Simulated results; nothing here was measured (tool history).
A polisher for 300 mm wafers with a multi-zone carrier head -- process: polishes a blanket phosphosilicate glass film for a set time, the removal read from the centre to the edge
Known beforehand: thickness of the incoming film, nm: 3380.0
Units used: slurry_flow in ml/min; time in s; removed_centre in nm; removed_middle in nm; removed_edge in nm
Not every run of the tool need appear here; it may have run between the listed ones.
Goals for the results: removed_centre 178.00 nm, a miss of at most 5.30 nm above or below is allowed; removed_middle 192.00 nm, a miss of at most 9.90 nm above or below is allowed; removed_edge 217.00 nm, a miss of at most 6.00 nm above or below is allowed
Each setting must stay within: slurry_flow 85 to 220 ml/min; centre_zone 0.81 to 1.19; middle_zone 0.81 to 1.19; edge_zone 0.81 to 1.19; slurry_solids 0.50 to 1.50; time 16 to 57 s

Run 1, hour 0.0: slurry_flow 140 ml/min, centre_zone 1.00, middle_zone 1.00, edge_zone 1.00, slurry_solids 1.00, time 36 s. Result: removed_centre 313.37 nm, removed_middle 310.26 nm, removed_edge 324.27 nm.
Run 2, hour 1.3: slurry_flow 140 ml/min, centre_zone 1.00, middle_zone 1.00, edge_zone 1.04, slurry_solids 1.00, time 36 s. Result: removed_centre 311.59 nm, removed_middle 306.60 nm, removed_edge 327.60 nm.
Run 3, hour 5.9: slurry_flow 140 ml/min, centre_zone 1.00, middle_zone 0.93, edge_zone 1.04, slurry_solids 1.00, time 36 s. Result: removed_centre 304.93 nm, removed_middle 293.18 nm, removed_edge 328.19 nm.
Run 4, hour 10.8: slurry_flow 175 ml/min, centre_zone 1.00, middle_zone 0.93, edge_zone 1.04, slurry_solids 1.00, time 36 s. Result: removed_centre 325.87 nm, removed_middle 302.05 nm, removed_edge 337.55 nm.
Run 5, hour 12.6: slurry_flow 165 ml/min, centre_zone 0.97, middle_zone 0.91, edge_zone 1.02, slurry_solids 0.90, time 35 s. Result: removed_centre 285.94 nm, removed_middle 270.62 nm, removed_edge 303.08 nm.
At hour 20.0: edge zone pressure recalibrated.
Run 6, hour 20.0: slurry_flow 165 ml/min, centre_zone 0.97, middle_zone 0.91, edge_zone 1.02, slurry_solids 0.90, time 30 s. Result: removed_centre 242.38 nm, removed_middle 228.05 nm, removed_edge 253.82 nm.
Run 7, hour 21.7: slurry_flow 155 ml/min, centre_zone 0.94, middle_zone 0.89, edge_zone 1.00, slurry_solids 0.90, time 30 s. Result: removed_centre 234.33 nm, removed_middle 222.47 nm, removed_edge 248.49 nm.
Run 8, hour 29.2: slurry_flow 145 ml/min, centre_zone 0.91, middle_zone 0.89, edge_zone 1.00, slurry_solids 0.85, time 30 s. Result: removed_centre 211.30 nm, removed_middle 212.59 nm, removed_edge 236.24 nm.
Run 9, hour 36.3: slurry_flow 135 ml/min, centre_zone 0.90, middle_zone 0.88, edge_zone 1.00, slurry_solids 0.85, time 30 s. Result: removed_centre 206.25 nm, removed_middle 207.29 nm, removed_edge 231.34 nm.
Run 10, hour 40.9: slurry_flow 125 ml/min, centre_zone 0.89, middle_zone 0.88, edge_zone 1.00, slurry_solids 0.85, time 30 s. Result: removed_centre 200.13 nm, removed_middle 206.76 nm, removed_edge 231.97 nm.
Run 11, hour 49.4: slurry_flow 120 ml/min, centre_zone 0.88, middle_zone 0.87, edge_zone 0.99, slurry_solids 0.85, time 30 s. Result: removed_centre 195.52 nm, removed_middle 195.35 nm, removed_edge 225.06 nm.
Run 12, hour 54.6: slurry_flow 120 ml/min, centre_zone 0.88, middle_zone 0.87, edge_zone 0.99, slurry_solids 0.85, time 30 s. Result: removed_centre 196.82 nm, removed_middle 196.24 nm, removed_edge 232.42 nm.
Run 13, hour 55.2: slurry_flow 90 ml/min, centre_zone 0.83, middle_zone 0.90, edge_zone 0.92, slurry_solids 0.80, time 30 s. Result: removed_centre 162.96 nm, removed_middle 181.10 nm, removed_edge 201.78 nm.
Run 14, hour 60.3: slurry_flow 95 ml/min, centre_zone 0.83, middle_zone 0.90, edge_zone 0.93, slurry_solids 0.80, time 30 s. Result: removed_centre 166.34 nm, removed_middle 184.45 nm, removed_edge 203.00 nm.
Run 15, hour 61.7: slurry_flow 125 ml/min, centre_zone 0.83, middle_zone 0.87, edge_zone 1.01, slurry_solids 0.85, time 30 s. Result: removed_centre 184.77 nm, removed_middle 206.74 nm, removed_edge 230.76 nm.
Run 16, hour 65.1: slurry_flow 120 ml/min, centre_zone 0.83, middle_zone 0.87, edge_zone 1.00, slurry_solids 0.85, time 30 s. Result: removed_centre 186.53 nm, removed_middle 198.07 nm, removed_edge 230.77 nm.
Run 17, hour 70.3: slurry_flow 115 ml/min, centre_zone 0.83, middle_zone 0.88, edge_zone 0.99, slurry_solids 0.85, time 30 s. Result: removed_centre 182.79 nm, removed_middle 195.44 nm, removed_edge 226.34 nm.
Run 18, hour 77.8: slurry_flow 115 ml/min, centre_zone 0.83, middle_zone 0.88, edge_zone 0.98, slurry_solids 0.85, time 30 s. Result: removed_centre 185.23 nm, removed_middle 201.64 nm, removed_edge 221.37 nm.
Run 19, hour 79.7: slurry_flow 110 ml/min, centre_zone 0.83, middle_zone 0.88, edge_zone 0.98, slurry_solids 0.85, time 30 s. Result: removed_centre 183.40 nm, removed_middle 202.75 nm, removed_edge 223.26 nm.

4 candidate next runs follow, results not yet known. Just one meets every target within its allowed miss. Identify it.
Run A, hour 81.6: slurry_flow 90 ml/min, centre_zone 0.81, middle_zone 0.89, edge_zone 0.93, slurry_solids 0.85, time 33 s. Result: removed_centre ?, removed_middle ?, removed_edge ?.
Run B, hour 81.6: slurry_flow 95 ml/min, centre_zone 0.83, middle_zone 0.85, edge_zone 0.92, slurry_solids 1.00, time 28 s. Result: removed_centre ?, removed_middle ?, removed_edge ?.
Run C, hour 81.6: slurry_flow 150 ml/min, centre_zone 0.94, middle_zone 0.92, edge_zone 1.01, slurry_solids 0.80, time 27 s. Result: removed_centre ?, removed_middle ?, removed_edge ?.
Run D, hour 81.6: slurry_flow 95 ml/min, centre_zone 0.83, middle_zone 0.99, edge_zone 1.01, slurry_solids 0.90, time 29 s. Result: removed_centre ?, removed_middle ?, removed_edge ?.

move  removed_centre  removed_middle  removed_edge
   A          184.32          208.36        228.67
   B          181.13          191.91        216.72
   C          192.03          188.49        201.95
   D          175.78          211.20        219.21
A: the biggest miss grows against the last run
B: every result lands within tolerance
C: corrects the largest miss of the last run, while another result sits out of spec
D: the biggest miss grows against the last run
The right move is B.
